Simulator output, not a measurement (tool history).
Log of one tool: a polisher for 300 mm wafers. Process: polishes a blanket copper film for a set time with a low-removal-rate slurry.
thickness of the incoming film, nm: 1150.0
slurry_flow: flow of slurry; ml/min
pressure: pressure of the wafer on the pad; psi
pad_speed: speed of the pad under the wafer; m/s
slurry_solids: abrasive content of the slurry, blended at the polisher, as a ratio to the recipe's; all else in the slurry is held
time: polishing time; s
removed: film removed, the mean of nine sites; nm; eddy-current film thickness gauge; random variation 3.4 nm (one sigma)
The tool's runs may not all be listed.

run  hour  slurry_flow  pressure  pad_speed  slurry_solids  time  removed
  1   0.0          185       2.8       1.28            1.0    86   279.80
  2   6.4          185       2.8       1.28            1.0    86   290.39
  3  11.9          185       2.8       1.58            1.0    86   332.70
  4  18.2          185       2.6       1.56            1.0    86   308.75
  5  19.4          185       2.6       1.56            1.0    86   309.50
  6  27.4          165       2.6       1.56            1.0    86   306.48
  7  29.2          165       2.4       1.54            1.0    86   283.99

The next listed run, before its measurement:
  8  37.5          165       2.2       1.52            1.0    86        ?

{"run 8": {"removed": 259.71}}

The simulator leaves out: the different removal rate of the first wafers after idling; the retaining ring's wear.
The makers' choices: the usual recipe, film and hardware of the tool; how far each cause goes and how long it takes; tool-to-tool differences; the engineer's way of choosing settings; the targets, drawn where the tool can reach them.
